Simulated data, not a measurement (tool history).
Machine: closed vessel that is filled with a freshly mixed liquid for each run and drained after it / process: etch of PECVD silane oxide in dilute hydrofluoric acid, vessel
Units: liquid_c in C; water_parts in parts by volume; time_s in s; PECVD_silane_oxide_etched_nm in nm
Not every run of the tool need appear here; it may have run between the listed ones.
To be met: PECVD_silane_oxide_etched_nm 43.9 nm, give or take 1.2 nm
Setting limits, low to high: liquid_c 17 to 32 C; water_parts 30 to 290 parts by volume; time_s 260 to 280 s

run 1 hour=0 | liquid_c=24 water_parts=160 time_s=260 | PECVD_silane_oxide_etched_nm=22.386
run 2 hour=6.8 | liquid_c=26 water_parts=145 time_s=260 | PECVD_silane_oxide_etched_nm=27.329
run 3 hour=12.8 | liquid_c=27.5 water_parts=135 time_s=260 | PECVD_silane_oxide_etched_nm=30.393
run 4 hour=13.7 | liquid_c=27.5 water_parts=175 time_s=260 | PECVD_silane_oxide_etched_nm=22.456
run 5 hour=19.4 | liquid_c=31 water_parts=175 time_s=260 | PECVD_silane_oxide_etched_nm=25.602
run 6 hour=26.7 | liquid_c=31 water_parts=155 time_s=260 | PECVD_silane_oxide_etched_nm=29.306
run 7 hour=32.6 | liquid_c=31 water_parts=140 time_s=260 | PECVD_silane_oxide_etched_nm=33.83
-- hour=36.9 hydrofluoric acid flow meter replaced
run 8 hour=36.9 | liquid_c=31 water_parts=130 time_s=260 | PECVD_silane_oxide_etched_nm=40.153
run 9 hour=40.4 | liquid_c=31.5 water_parts=130 time_s=260 | PECVD_silane_oxide_etched_nm=40.82

Which single option among these 5 for the next run brings every result within its allowed miss of target? Just one does.
run A hour=43.9 | liquid_c=32 water_parts=125 time_s=260 | PECVD_silane_oxide_etched_nm=?
run B hour=43.9 | liquid_c=27.5 water_parts=130 time_s=270 | PECVD_silane_oxide_etched_nm=?
run C hour=43.9 | liquid_c=32 water_parts=140 time_s=260 | PECVD_silane_oxide_etched_nm=?
run D hour=43.9 | liquid_c=31.5 water_parts=140 time_s=260 | PECVD_silane_oxide_etched_nm=?
run E hour=43.9 | liquid_c=32 water_parts=145 time_s=260 | PECVD_silane_oxide_etched_nm=?

move=A PECVD_silane_oxide_etched_nm=43.695
move=B PECVD_silane_oxide_etched_nm=36.738
move=C PECVD_silane_oxide_etched_nm=38.2
move=D PECVD_silane_oxide_etched_nm=37.526
move=E PECVD_silane_oxide_etched_nm=36.628
A: hits every target within its allowed miss
B: lands further from the targets than the last run did
C: lands further from the targets than the last run did
D: lands further from the targets than the last run did
E: lands further from the targets than the last run did
The right move is A.
